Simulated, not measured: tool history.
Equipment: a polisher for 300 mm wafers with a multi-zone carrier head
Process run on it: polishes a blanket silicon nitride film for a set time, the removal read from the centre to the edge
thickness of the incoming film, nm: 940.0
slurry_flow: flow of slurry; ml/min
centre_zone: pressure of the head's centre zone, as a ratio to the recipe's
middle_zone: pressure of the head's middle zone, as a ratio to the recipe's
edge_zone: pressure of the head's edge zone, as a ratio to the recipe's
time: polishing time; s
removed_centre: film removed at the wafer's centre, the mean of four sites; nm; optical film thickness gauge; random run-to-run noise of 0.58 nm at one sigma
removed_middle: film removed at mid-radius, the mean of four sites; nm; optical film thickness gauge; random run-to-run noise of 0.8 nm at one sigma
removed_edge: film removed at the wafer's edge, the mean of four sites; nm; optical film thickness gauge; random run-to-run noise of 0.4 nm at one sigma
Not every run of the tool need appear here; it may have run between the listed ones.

Run 1, hour 0: slurry_flow 260 ml/min, centre_zone 1, middle_zone 1, edge_zone 1, time 46 s. Result: removed_centre 78.387 nm, removed_middle 78.991 nm, removed_edge 76.124 nm.
Run 2, hour 4.1: slurry_flow 260 ml/min, centre_zone 1.01, middle_zone 1, edge_zone 0.97, time 44 s. Result: removed_centre 76.038 nm, removed_middle 74.588 nm, removed_edge 71.935 nm.
Run 3, hour 8.4: slurry_flow 260 ml/min, centre_zone 1.01, middle_zone 1.07, edge_zone 0.97, time 44 s. Result: removed_centre 75.93 nm, removed_middle 80.43 nm, removed_edge 73.273 nm.
Run 4, hour 16.9: slurry_flow 260 ml/min, centre_zone 1.02, middle_zone 1.06, edge_zone 0.94, time 43 s. Result: removed_centre 74.964 nm, removed_middle 78.031 nm, removed_edge 68.944 nm.
Run 5, hour 22.8: slurry_flow 260 ml/min, centre_zone 1.02, middle_zone 1.02, edge_zone 0.94, time 43 s. Result: removed_centre 73.816 nm, removed_middle 75.502 nm, removed_edge 69.95 nm.
Run 6, hour 28.5: slurry_flow 260 ml/min, centre_zone 1.04, middle_zone 1.01, edge_zone 0.92, time 42 s. Result: removed_centre 73.433 nm, removed_middle 72.035 nm, removed_edge 67.678 nm.

Forecast run 7:
Run 7, hour 35.1: slurry_flow 260 ml/min, centre_zone 1.05, middle_zone 1.01, edge_zone 0.9, time 41 s. Result: removed_centre ?, removed_middle ?, removed_edge ?.

{"run 7": {"removed_centre": 73.098, "removed_middle": 69.867, "removed_edge": 64.907}}
